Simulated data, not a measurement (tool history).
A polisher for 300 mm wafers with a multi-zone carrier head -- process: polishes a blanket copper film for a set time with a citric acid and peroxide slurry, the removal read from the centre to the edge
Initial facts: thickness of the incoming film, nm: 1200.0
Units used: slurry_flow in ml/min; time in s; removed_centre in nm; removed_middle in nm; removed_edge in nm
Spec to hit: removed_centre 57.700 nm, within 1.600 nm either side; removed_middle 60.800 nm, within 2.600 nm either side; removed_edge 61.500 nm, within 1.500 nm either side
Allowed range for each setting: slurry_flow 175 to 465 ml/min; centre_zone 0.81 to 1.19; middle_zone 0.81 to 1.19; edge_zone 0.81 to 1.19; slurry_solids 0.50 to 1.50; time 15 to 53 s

run,hour,slurry_flow,centre_zone,middle_zone,edge_zone,slurry_solids,time,removed_centre,removed_middle,removed_edge
1,0.0,295,1.00,1.00,1.00,1.00,34,110.920,110.060,111.420
2,8.0,285,0.96,0.97,0.95,0.85,29,86.884,88.939,90.734
3,10.7,280,0.95,0.96,0.92,0.75,26,75.753,75.991,77.598
4,19.4,270,0.92,0.95,0.89,0.65,25,68.774,71.507,71.455
5,24.5,270,0.92,1.01,0.89,0.65,25,68.533,74.877,71.656
6,25.6,260,0.90,0.97,0.87,0.60,24,64.402,68.384,67.050
7,28.4,250,0.88,0.95,0.85,0.55,24,61.261,66.022,65.191
8,32.4,240,0.87,0.93,0.84,0.55,24,60.053,65.525,64.581
9,33.8,225,0.87,0.86,0.81,0.50,23,55.654,58.198,58.780

Consider the 4 candidate settings below. Which is the only one whose results all fall within their allowed miss of target?
A,35.2,235,0.92,0.81,0.97,0.85,21,?,?,?
B,35.2,180,0.87,0.88,0.81,0.60,24,?,?,?
C,35.2,175,0.89,1.03,0.81,0.65,22,?,?,?
D,35.2,290,0.91,0.81,0.92,0.50,22,?,?,?

move,removed_centre,removed_middle,removed_edge
A,59.190,55.623,64.617
B,57.395,60.472,62.040
C,54.216,61.960,57.266
D,57.985,54.947,61.854
A: takes the biggest miss from the last run beyond its target
B: hits every target within its allowed miss
C: misses by more than the last run did
D: gets the furthest-off result to its target, but another result is out of tolerance
Correct choice: B, which meets every target

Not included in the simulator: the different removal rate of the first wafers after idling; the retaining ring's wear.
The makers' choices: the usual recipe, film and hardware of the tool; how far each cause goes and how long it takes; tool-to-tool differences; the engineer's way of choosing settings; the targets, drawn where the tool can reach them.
